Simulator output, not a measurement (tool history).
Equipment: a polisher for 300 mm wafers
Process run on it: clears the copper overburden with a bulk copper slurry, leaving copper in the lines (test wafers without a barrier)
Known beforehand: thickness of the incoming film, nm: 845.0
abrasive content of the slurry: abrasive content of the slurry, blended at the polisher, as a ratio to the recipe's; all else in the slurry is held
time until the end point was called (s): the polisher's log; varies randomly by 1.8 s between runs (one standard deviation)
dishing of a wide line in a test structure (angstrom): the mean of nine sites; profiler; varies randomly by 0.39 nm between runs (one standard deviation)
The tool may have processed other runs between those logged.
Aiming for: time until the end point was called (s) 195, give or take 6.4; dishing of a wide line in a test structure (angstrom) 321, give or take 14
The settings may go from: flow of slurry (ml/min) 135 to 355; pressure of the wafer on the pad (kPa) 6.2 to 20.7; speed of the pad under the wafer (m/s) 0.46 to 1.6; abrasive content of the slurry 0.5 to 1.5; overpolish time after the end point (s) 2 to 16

run,hour,flow of slurry (ml/min),pressure of the wafer on the pad (kPa),speed of the pad under the wafer (m/s),abrasive content of the slurry,overpolish time after the end point (s),time until the end point was called (s),dishing of a wide line in a test structure (angstrom)
1,0,225,13.1,1.02,1,8,141.35,295.27
2,7.6,250,13.1,1.02,1,8,141.12,293.9
3,10.1,250,11.7,1.02,1,9,155.9,290.08
4,12,250,11.7,1.02,1.15,9,153.22,301.61
5,20.7,200,11.7,1.02,1.15,9,157.49,299.55
# hour 27.2: head pressure recalibrated
6,27.2,200,11.7,1.02,1.15,8,169,258.83
7,33.2,185,11,1,1.15,9,184.93,259.43
8,35.3,180,11,1,1.2,10,183.11,284.56

Pick the move, out of 5, that brings all results within their allowed miss; only one does.
A,37.4,140,10.3,1.22,1.15,13,?,?
B,37.4,180,11.7,0.96,1.2,11,?,?
C,37.4,165,11,0.98,1.05,7,?,?
D,37.4,150,11,0.96,1.25,13,?,?
E,37.4,140,9.7,1.12,1.2,9,?,?

move,time until the end point was called (s),dishing of a wide line in a test structure (angstrom)
A,167.93,343.98
B,179.3,305.96
C,193.49,215.44
D,193.81,320.65
E,193.45,255.27
A: carries the result that was furthest off beyond its target, to the other side
B: an improvement on the last run, though not all results are within tolerance
C: lands further from the targets than the last run did
D: all results land within tolerance of their targets
E: lands further from the targets than the last run did
D meets every target.
